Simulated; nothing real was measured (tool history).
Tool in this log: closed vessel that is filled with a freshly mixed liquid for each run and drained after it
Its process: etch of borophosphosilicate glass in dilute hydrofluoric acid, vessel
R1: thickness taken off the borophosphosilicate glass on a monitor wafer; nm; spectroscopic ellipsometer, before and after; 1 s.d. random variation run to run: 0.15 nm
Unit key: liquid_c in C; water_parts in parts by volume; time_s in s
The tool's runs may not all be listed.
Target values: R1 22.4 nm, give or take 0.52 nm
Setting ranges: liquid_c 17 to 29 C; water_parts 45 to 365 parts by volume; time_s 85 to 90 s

run 1 hour=0 | liquid_c=21 water_parts=205 time_s=85 | R1=15.21
run 2 hour=1.1 | liquid_c=21 water_parts=205 time_s=85 | R1=14.987
run 3 hour=3.4 | liquid_c=23.5 water_parts=200 time_s=85 | R1=16.995
run 4 hour=5.8 | liquid_c=23.5 water_parts=200 time_s=90 | R1=18.138
run 5 hour=10.4 | liquid_c=24.5 water_parts=200 time_s=90 | R1=18.822
run 6 hour=15.8 | liquid_c=22.5 water_parts=200 time_s=90 | R1=17.426
run 7 hour=23.7 | liquid_c=24.5 water_parts=200 time_s=90 | R1=18.601
run 8 hour=32.9 | liquid_c=26 water_parts=195 time_s=90 | R1=20.512
run 9 hour=34.6 | liquid_c=26.5 water_parts=195 time_s=90 | R1=20.656
run 10 hour=36.5 | liquid_c=27 water_parts=195 time_s=90 | R1=21.386

4 next moves are on the table. One of them brings every result within its allowed miss. Which?
run A hour=38.4 | liquid_c=27 water_parts=180 time_s=90 | R1=?
run B hour=38.4 | liquid_c=28.5 water_parts=185 time_s=85 | R1=?
run C hour=38.4 | liquid_c=27.5 water_parts=180 time_s=90 | R1=?
run D hour=38.4 | liquid_c=28.5 water_parts=215 time_s=90 | R1=?

move=A R1=23.141
move=B R1=22.308
move=C R1=23.564
move=D R1=19.613
A: the result that was furthest off in the last run now lies on the other side of its target
B: each result inside its tolerance
C: the result that was furthest off in the last run now lies on the other side of its target
D: further off than the last run
Correct choice: B, which meets every target

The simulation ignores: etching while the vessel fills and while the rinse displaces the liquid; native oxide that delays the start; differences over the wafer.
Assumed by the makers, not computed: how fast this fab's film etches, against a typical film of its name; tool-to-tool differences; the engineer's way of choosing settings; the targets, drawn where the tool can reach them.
